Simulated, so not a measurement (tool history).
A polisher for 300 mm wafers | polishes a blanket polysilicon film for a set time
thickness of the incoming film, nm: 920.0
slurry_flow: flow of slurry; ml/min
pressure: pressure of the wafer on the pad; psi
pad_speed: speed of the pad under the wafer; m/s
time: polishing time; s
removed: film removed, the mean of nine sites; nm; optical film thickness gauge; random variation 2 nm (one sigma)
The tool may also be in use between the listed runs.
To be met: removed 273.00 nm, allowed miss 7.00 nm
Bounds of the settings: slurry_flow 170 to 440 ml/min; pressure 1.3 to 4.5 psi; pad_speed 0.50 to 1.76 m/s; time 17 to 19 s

run  hour  slurry_flow  pressure  pad_speed  time  removed
  1   0.0          280       2.9       1.12    19   166.88
  2   6.6          310       2.9       1.12    19   167.56
  3   7.3          310       2.9       1.12    17   149.65
  4  13.2          310       3.3       1.14    17   173.45
  5  20.2          310       3.3       1.34    17   197.64
  6  21.2          310       3.3       1.34    17   199.32
  7  25.4          310       3.6       1.34    17   216.16
  8  31.6          325       4.4       1.34    17   267.89

Which of these 4 next moves meets every target?
  A  37.8          385       4.3       1.16    19        ?
  B  37.8          170       4.5       1.40    18        ?
  C  37.8          310       4.2       1.38    17        ?
  D  37.8          380       4.5       1.26    17        ?

move  removed
   A   258.35
   B   272.10
   C   257.27
   D   258.95
A: further off than the last run
B: meets every target
C: further off than the last run
D: further off than the last run
Move B is the one to make.

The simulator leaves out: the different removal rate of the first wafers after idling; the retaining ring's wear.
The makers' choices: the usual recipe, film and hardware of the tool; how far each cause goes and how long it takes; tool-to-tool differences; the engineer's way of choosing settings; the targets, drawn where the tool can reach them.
